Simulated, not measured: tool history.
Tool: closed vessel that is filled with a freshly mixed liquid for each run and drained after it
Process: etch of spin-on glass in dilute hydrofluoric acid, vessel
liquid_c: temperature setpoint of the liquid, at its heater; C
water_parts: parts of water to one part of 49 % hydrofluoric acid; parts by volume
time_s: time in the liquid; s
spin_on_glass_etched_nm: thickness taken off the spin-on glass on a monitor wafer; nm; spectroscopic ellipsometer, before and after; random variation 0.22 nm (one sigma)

| run | hour | liquid_c | water_parts | time_s | spin_on_glass_etched_nm |
|---|---|---|---|---|---|
| 1 | 0 | 26 | 60 | 30 | 23.231 |
| 2 | 6.4 | 26 | 50 | 30 | 28.247 |
| 3 | 7.8 | 26 | 70 | 30 | 19.554 |
| 4 | 15.7 | 29 | 70 | 30 | 22.083 |
| 5 | 17 | 29 | 70 | 30 | 21.87 |
| 6 | 19.1 | 29.5 | 65 | 30 | 24.605 |

Forecast run 7:
| 7 | 25.2 | 29.5 | 65 | 30 | ? |

Run 7 gave spin_on_glass_etched_nm 24.381 nm.

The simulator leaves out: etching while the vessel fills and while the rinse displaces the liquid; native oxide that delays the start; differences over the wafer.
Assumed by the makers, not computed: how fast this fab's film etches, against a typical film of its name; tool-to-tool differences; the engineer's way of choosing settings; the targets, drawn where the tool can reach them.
